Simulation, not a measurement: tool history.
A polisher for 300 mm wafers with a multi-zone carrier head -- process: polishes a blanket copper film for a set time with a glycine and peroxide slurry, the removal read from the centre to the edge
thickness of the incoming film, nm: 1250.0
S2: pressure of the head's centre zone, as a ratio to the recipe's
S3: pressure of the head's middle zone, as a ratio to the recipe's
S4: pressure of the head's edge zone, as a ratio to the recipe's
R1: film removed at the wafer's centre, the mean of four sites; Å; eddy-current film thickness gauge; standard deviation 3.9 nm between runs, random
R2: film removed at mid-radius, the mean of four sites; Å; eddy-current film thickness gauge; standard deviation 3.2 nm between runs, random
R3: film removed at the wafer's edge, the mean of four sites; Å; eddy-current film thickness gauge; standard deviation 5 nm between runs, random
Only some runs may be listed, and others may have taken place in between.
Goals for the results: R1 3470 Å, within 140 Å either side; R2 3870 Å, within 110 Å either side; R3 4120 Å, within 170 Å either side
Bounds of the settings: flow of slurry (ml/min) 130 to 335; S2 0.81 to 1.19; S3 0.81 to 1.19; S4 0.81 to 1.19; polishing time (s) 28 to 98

Run 1, hour 0: flow of slurry (ml/min) 215, S2 1, S3 1, S4 1, polishing time (s) 63. Result: R1 4117 Å, R2 4125.7 Å, R3 4053.9 Å.
Run 2, hour 5.3: flow of slurry (ml/min) 205, S2 0.98, S3 0.99, S4 1.01, polishing time (s) 63. Result: R1 3931.5 Å, R2 4053 Å, R3 4083.3 Å.
Run 3, hour 7.7: flow of slurry (ml/min) 195, S2 0.97, S3 0.99, S4 1.01, polishing time (s) 63. Result: R1 3866.3 Å, R2 3959.7 Å, R3 4103.6 Å.
Run 4, hour 12.9: flow of slurry (ml/min) 190, S2 0.96, S3 1, S4 1.01, polishing time (s) 63. Result: R1 3791.3 Å, R2 4041.4 Å, R3 4055.1 Å.
Run 5, hour 18.9: flow of slurry (ml/min) 185, S2 0.95, S3 1, S4 1.02, polishing time (s) 63. Result: R1 3767.7 Å, R2 3990.7 Å, R3 4057.2 Å.
Run 6, hour 26.4: flow of slurry (ml/min) 185, S2 1.01, S3 1, S4 1.02, polishing time (s) 63. Result: R1 3877.2 Å, R2 3988.6 Å, R3 4002.8 Å.
Run 7, hour 30.3: flow of slurry (ml/min) 180, S2 1, S3 1, S4 1.03, polishing time (s) 63. Result: R1 3871.3 Å, R2 4005.6 Å, R3 4066.9 Å.
Run 8, hour 36.9: flow of slurry (ml/min) 170, S2 0.99, S3 1, S4 1.04, polishing time (s) 63. Result: R1 3772.1 Å, R2 3922.1 Å, R3 3984.4 Å.
Run 9, hour 42: flow of slurry (ml/min) 165, S2 0.97, S3 1, S4 1.05, polishing time (s) 63. Result: R1 3691.7 Å, R2 3939 Å, R3 3954.2 Å.
Run 10, hour 46.5: flow of slurry (ml/min) 160, S2 0.95, S3 0.99, S4 1.05, polishing time (s) 64. Result: R1 3718.3 Å, R2 3970.4 Å, R3 4148 Å.
Run 11, hour 55.4: flow of slurry (ml/min) 150, S2 0.89, S3 0.99, S4 1.04, polishing time (s) 62. Result: R1 3298.3 Å, R2 3767.4 Å, R3 3859.7 Å.
Run 12, hour 56.6: flow of slurry (ml/min) 155, S2 0.89, S3 0.99, S4 1.05, polishing time (s) 62. Result: R1 3332.9 Å, R2 3821 Å, R3 3884 Å.

Which one of the following 5 next-run settings gets every result inside its allowed miss? There is exactly one.
Run A, hour 57.8: flow of slurry (ml/min) 130, S2 0.81, S3 1.01, S4 1.1, polishing time (s) 64. Result: R1 ?, R2 ?, R3 ?.
Run B, hour 57.8: flow of slurry (ml/min) 145, S2 0.92, S3 1.17, S4 1, polishing time (s) 58. Result: R1 ?, R2 ?, R3 ?.
Run C, hour 57.8: flow of slurry (ml/min) 165, S2 0.9, S3 0.98, S4 1.08, polishing time (s) 63. Result: R1 ?, R2 ?, R3 ?.
Run D, hour 57.8: flow of slurry (ml/min) 210, S2 0.93, S3 0.94, S4 1.18, polishing time (s) 58. Result: R1 ?, R2 ?, R3 ?.
Run E, hour 57.8: flow of slurry (ml/min) 175, S2 1.02, S3 1.09, S4 1.08, polishing time (s) 53. Result: R1 ?, R2 ?, R3 ?.

move      R1      R2      R3
   A  2928.9  3845.6  3985.4
   B  3101.1  4061.6  3506.1
   C  3400.7  3901.7  4046.7
   D  3387.9  3617.4  4023.5
   E  3273.7  3631.7  3427.8
A: puts the biggest miss on target and leaves a different result outside tolerance
B: lands further from the targets than the last run did
C: in spec on every target
D: puts the biggest miss on target and leaves a different result outside tolerance
E: lands further from the targets than the last run did
So the answer is move C, the one that meets all the targets.
